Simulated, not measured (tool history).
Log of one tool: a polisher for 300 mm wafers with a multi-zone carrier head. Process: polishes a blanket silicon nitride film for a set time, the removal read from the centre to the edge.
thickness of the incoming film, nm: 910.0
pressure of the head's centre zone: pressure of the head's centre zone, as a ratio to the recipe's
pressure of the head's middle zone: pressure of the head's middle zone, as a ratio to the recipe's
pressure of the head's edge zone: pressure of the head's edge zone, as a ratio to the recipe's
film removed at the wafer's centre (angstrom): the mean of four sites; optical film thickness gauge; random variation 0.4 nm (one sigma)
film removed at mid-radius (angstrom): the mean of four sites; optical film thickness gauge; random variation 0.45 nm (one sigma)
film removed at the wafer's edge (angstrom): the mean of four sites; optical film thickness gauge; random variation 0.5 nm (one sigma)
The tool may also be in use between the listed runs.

| run | day | flow of slurry (ml/min) | pressure of the head's centre zone | pressure of the head's middle zone | pressure of the head's edge zone | polishing time (s) | film removed at the wafer's centre (angstrom) | film removed at mid-radius (angstrom) | film removed at the wafer's edge (angstrom) |
|---|---|---|---|---|---|---|---|---|---|
| 1 | 0 | 320 | 1 | 1 | 1 | 30 | 575 | 568.89 | 568.98 |
| 2 | 0.238 | 270 | 1 | 1 | 1 | 30 | 563.68 | 563.56 | 567.57 |
| 3 | 0.571 | 270 | 0.98 | 0.97 | 1 | 28 | 520.86 | 512.6 | 532.83 |
| 4 | 0.792 | 270 | 0.96 | 0.94 | 1 | 27 | 496.24 | 481.99 | 514.89 |
| 5 | 0.983 | 270 | 0.94 | 0.92 | 1 | 26 | 449.27 | 456.32 | 490.26 |
| 6 | 1.183 | 270 | 0.94 | 0.9 | 1 | 25 | 441.71 | 431.6 | 475.68 |
| 7 | 1.496 | 270 | 0.93 | 0.88 | 1 | 25 | 437.03 | 422.52 | 469.45 |

The next listed run, before its measurement:
|  | 1.754 | slurry nozzle cleaned |
| 8 | 1.754 | 270 | 0.92 | 0.87 | 1 | 25 | ? | ? | ? |

film removed at the wafer's centre (angstrom): 445.46
film removed at mid-radius (angstrom): 422.96
film removed at the wafer's edge (angstrom): 492.71
